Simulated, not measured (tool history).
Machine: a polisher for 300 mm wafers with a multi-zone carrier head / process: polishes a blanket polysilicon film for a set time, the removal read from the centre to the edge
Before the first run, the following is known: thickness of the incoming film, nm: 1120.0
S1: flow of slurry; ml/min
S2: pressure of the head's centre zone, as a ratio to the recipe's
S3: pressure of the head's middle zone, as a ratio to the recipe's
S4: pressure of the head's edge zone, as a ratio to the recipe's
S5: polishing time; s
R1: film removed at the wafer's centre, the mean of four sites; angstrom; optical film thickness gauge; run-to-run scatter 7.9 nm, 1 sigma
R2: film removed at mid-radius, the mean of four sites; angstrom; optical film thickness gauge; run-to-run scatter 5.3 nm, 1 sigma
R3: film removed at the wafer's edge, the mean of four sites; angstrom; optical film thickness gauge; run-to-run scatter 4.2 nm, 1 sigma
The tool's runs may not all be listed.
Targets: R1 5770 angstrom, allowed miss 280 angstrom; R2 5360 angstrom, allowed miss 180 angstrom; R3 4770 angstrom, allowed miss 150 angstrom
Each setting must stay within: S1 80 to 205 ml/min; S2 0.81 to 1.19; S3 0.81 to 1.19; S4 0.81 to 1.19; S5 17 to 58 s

run,hour,S1,S2,S3,S4,S5,R1,R2,R3
1,0,135,1,1,1,37,3497.8,3683.8,3578.5
2,6,135,1,1,1.04,37,3578.9,3603.3,3633.4
3,14.2,150,1.05,1.04,1.05,39,3909.3,4018,3900.7
4,16.9,160,1.09,1.02,1,42,4526.7,4405.7,4149.2
5,17.5,160,1.09,1.02,1.03,42,4601.8,4405.5,4197.9
6,20.8,135,1.09,1.02,1.03,42,4354.9,4186.8,4075.3
7,24.7,150,1.12,1.04,1.03,43,4655,4414.5,4334.9
8,25.6,165,1.14,1.04,1.01,44,4913.4,4525.7,4387.6
9,32.4,175,1.15,1.05,0.98,45,5169.8,4759.8,4521.2
10,40.2,185,1.16,1.07,0.95,46,5419.1,5098,4613.7

Which of these 5 next moves meets every target?
A,48,180,1.13,1.13,0.92,47,?,?,?
B,48,150,1.14,1.05,1.08,46,?,?,?
C,48,160,1.13,1.04,1.02,47,?,?,?
D,48,145,1.18,1.08,0.92,51,?,?,?
E,48,145,1.18,1.1,1.06,46,?,?,?

move,R1,R2,R3
A,5326.7,5407.1,4646
B,5059.9,4803,4797.9
C,5198.5,4931,4810.6
D,5762.7,5416,4896.4
E,5198.4,4961.2,4725.9
A: the furthest-off result lands on target, but another misses its tolerance
B: its largest miss is bigger than the last run's
C: its largest miss is bigger than the last run's
D: all results in spec
E: its largest miss is bigger than the last run's
Move D is the one to make.

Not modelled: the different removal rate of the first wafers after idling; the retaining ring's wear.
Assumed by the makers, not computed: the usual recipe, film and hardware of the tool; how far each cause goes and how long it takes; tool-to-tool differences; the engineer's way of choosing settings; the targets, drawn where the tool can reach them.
